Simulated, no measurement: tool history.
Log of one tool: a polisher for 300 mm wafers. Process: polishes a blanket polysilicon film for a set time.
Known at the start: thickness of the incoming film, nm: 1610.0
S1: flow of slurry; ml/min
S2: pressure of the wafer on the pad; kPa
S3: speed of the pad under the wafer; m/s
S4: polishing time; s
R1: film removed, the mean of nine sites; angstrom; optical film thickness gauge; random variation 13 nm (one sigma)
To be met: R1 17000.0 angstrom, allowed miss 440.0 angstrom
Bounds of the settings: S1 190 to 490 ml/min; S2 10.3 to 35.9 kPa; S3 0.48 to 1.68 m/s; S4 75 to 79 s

run	hour	S1	S2	S3	S4	R1
1	0.0	315	22.8	1.08	75	8573.9
2	8.5	315	26.9	1.12	75	10215.0
3	10.1	315	22.1	1.12	75	8478.1
4	14.5	315	26.2	1.18	75	10318.0
5	21.2	315	26.2	1.30	75	10876.0
6	28.2	315	29.0	1.34	75	12173.0
7	31.3	315	31.0	1.40	75	13768.0
# hour 34.0: worn pad replaced by a new one
8	34.0	315	32.4	1.42	75	16233.0
9	36.7	320	33.1	1.42	75	16324.0
10	45.4	330	33.1	1.42	75	16372.0

Which of these 4 next moves meets every target?
A	54.1	330	30.3	1.54	79	?
B	54.1	295	32.4	1.30	79	?
C	54.1	280	33.8	1.26	78	?
D	54.1	345	32.4	1.52	79	?

move	R1
A	16600.0
B	15614.0
C	15665.0
D	17594.0
A: meets every target
B: further off than the last run
C: further off than the last run
D: takes the result that was furthest off past its target
Answer: A
